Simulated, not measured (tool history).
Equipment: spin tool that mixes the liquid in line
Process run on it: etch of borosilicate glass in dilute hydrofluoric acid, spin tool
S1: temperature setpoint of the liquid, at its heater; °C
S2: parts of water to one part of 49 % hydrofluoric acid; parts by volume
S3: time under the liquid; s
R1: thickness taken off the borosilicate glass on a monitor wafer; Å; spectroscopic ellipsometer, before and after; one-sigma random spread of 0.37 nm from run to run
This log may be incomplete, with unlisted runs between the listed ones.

| run | hour | S1 | S2 | S3 | R1 |
|---|---|---|---|---|---|
| 1 | 0.0 | 25.0 | 75 | 260 | 909.84 |
| 2 | 8.6 | 25.0 | 45 | 260 | 1616.50 |
| 3 | 17.3 | 25.0 | 45 | 280 | 1719.30 |
| 4 | 20.7 | 23.5 | 55 | 280 | 1304.00 |
| 5 | 28.1 | 22.0 | 55 | 280 | 1232.20 |
| 6 | 35.1 | 21.0 | 65 | 280 | 984.09 |
| 7 | 37.0 | 20.5 | 70 | 280 | 893.50 |
| 8 | 45.0 | 20.0 | 75 | 280 | 804.88 |
| 9 | 46.2 | 19.5 | 80 | 280 | 730.00 |
| 10 | 51.9 | 19.0 | 85 | 280 | 676.12 |

Predict the results of run 11:
| 11 | 58.9 | 18.5 | 90 | 280 | ? |

Run 11 measured R1 621.93 Å.

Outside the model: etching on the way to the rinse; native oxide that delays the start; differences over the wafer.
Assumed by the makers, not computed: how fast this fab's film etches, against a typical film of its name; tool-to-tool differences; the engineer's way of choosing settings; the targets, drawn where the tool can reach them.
